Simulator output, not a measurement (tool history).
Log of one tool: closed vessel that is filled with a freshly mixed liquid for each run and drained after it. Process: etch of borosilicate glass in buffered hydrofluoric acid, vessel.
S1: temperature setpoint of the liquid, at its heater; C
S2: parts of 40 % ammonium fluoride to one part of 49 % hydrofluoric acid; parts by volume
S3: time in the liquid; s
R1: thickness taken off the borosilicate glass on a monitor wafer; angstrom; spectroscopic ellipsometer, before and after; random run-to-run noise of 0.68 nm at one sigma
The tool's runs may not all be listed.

run	day	S1	S2	S3	R1
1	0	21	23.5	135	641.24
2	0.317	22.5	23.5	135	700.11
3	0.371	22.5	23.5	145	749.54
4	0.658	22.5	23.5	135	689.36
5	0.696	23.5	23.5	135	741.37
6	0.792	23.5	29.5	135	624.09
7	0.867	25	29	135	683.63

What will run 8 give?
8	1.221	26	28.5	135	?

{"run 8": {"R1": 737.18}}
